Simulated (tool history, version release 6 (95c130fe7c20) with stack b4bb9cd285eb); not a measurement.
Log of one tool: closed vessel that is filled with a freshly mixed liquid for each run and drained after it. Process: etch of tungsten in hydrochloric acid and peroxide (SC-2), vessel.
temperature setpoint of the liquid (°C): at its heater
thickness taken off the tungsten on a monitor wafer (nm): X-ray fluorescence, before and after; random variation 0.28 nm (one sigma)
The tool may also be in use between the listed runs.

run	hour	temperature setpoint of the liquid (°C)	parts of water to one part each of 37 % hydrochloric acid and 30 % peroxide (parts by volume)	time in the liquid (s)	thickness taken off the tungsten on a monitor wafer (nm)
1	0	64	6	85	54.507
2	7.9	62	6	85	48.817
3	10.9	59.5	6	85	41.521
4	14.7	63.5	6	85	53.481
5	22.8	61.5	6	85	46.896
6	29	60	6	85	42.727

Forecast run 7:
7	36.5	59	6	85	?

Run 7 gave thickness taken off the tungsten on a monitor wafer (nm) 40.71.
